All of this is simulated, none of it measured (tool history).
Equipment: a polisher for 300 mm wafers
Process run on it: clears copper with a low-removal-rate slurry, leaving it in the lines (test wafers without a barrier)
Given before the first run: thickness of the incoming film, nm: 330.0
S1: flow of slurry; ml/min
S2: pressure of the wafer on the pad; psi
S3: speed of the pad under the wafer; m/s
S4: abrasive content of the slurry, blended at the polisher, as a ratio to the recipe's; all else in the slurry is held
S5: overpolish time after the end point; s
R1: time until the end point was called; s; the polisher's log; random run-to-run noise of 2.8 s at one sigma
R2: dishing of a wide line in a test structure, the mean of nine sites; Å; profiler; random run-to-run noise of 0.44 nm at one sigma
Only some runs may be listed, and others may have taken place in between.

run    day   S1   S2    S3  S4  S5      R1      R2
  1      0  165  2.1  0.96   1  20  165.56  270.32
  2  0.229  165  2.1  1.12   1  20  145.03  301.25
  3  0.296  160  1.9  1.12   1  21   157.7  294.08
  4  0.675  160  1.7   1.1   1  21  180.52  272.35
  5  0.921  160  1.6   1.1   1  21  186.59  251.49
  6  1.188  160  1.4   1.1   1  21  205.91   226.3
  7  1.358  145    1  1.08   1  25  276.64  216.61
  8  1.462  150    1  1.08   1  25  269.73  208.86
  9  1.725  155    1  1.08   1  25  269.03  212.28

Expected results for the next run?
 10  1.758  160   1  1.08   1  25   ?   ?

Run 10 came out at R1 270.21 s, R2 214.62 Å.

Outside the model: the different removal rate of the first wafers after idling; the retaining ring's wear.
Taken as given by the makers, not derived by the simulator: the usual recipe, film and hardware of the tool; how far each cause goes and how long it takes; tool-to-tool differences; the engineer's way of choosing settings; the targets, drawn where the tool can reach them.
